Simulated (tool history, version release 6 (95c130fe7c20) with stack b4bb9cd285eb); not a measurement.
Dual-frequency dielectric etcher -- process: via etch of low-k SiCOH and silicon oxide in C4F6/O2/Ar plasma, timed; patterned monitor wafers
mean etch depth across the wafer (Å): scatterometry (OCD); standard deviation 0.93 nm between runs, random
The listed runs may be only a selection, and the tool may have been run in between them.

run	day	source power (W)	bias power (W)	etch time (s)	mean etch depth across the wafer (Å)
1	0.000	400	132	65.5	1715.4
2	0.217	370	132	65.5	1635.2
3	0.375	430	132	65.5	1781.5
4	0.667	430	144	65.5	1821.1
5	0.992	390	144	65.5	1720.3
6	1.258	390	144	65.5	1711.7

Run 7 comes next. What will it give?
7	1.500	420	145	65.5	?

mean etch depth across the wafer (Å): 1799.6
